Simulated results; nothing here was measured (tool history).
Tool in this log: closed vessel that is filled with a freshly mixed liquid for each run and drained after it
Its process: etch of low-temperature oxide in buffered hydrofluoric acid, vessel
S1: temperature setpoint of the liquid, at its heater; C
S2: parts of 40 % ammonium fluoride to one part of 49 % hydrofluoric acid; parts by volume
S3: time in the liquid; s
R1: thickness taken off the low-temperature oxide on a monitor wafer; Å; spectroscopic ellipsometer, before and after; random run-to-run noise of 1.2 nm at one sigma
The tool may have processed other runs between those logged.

{"run": 1, "day": 0.0, "S1": 20.0, "S2": 22.0, "S3": 90, "R1": 632.94}
{"run": 2, "day": 0.2, "S1": 20.0, "S2": 22.0, "S3": 95, "R1": 678.94}
{"run": 3, "day": 0.275, "S1": 20.0, "S2": 22.0, "S3": 90, "R1": 640.3}
{"run": 4, "day": 0.658, "S1": 21.5, "S2": 22.0, "S3": 90, "R1": 698.31}
{"run": 5, "day": 0.975, "S1": 19.5, "S2": 22.0, "S3": 90, "R1": 623.54}
{"run": 6, "day": 1.238, "S1": 19.5, "S2": 22.0, "S3": 95, "R1": 654.48}
{"run": 7, "day": 1.538, "S1": 23.5, "S2": 15.0, "S3": 95, "R1": 1161.0}
{"run": 8, "day": 1.738, "S1": 24.0, "S2": 15.0, "S3": 95, "R1": 1184.2}
{"run": 9, "day": 1.888, "S1": 24.5, "S2": 15.0, "S3": 95, "R1": 1233.2}

Forecast run 10:
{"run": 10, "day": 2.154, "S1": 25.0, "S2": 15.0, "S3": 95, "R1": "?"}

Logged for run 10: R1 1245.80 Å.

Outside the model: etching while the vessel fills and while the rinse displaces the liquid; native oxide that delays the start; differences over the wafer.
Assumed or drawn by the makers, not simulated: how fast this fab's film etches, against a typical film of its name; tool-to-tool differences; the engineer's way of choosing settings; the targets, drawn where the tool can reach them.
